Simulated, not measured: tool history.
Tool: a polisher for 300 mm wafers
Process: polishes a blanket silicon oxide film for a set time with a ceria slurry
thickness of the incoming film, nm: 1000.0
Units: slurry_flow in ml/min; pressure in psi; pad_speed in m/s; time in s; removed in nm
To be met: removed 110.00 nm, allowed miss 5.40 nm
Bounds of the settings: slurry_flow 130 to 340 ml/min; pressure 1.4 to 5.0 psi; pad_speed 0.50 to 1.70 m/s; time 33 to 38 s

run,hour,slurry_flow,pressure,pad_speed,time,removed
1,0.0,220,3.2,1.10,38,161.70
2,8.4,220,2.9,1.08,38,146.64
3,11.4,220,3.3,1.08,38,166.29
4,13.6,220,3.0,1.06,38,147.75
5,22.2,220,2.7,1.06,38,135.42
6,22.8,260,2.7,1.06,38,136.87
7,27.0,260,2.5,1.06,38,130.19
8,30.7,260,2.3,1.06,38,120.01

4 next moves are on the table. One of them brings every result within its allowed miss. Which?
A,34.4,290,2.7,1.02,35,?
B,34.4,290,1.9,1.22,35,?
C,34.4,210,2.2,1.10,37,?
D,34.4,335,2.5,1.06,36,?

move,removed
A,126.51
B,101.17
C,110.98
D,125.31
A: further off than the last run
B: takes the result that was furthest off past its target
C: meets every target
D: further off than the last run
Move C is the one to make.
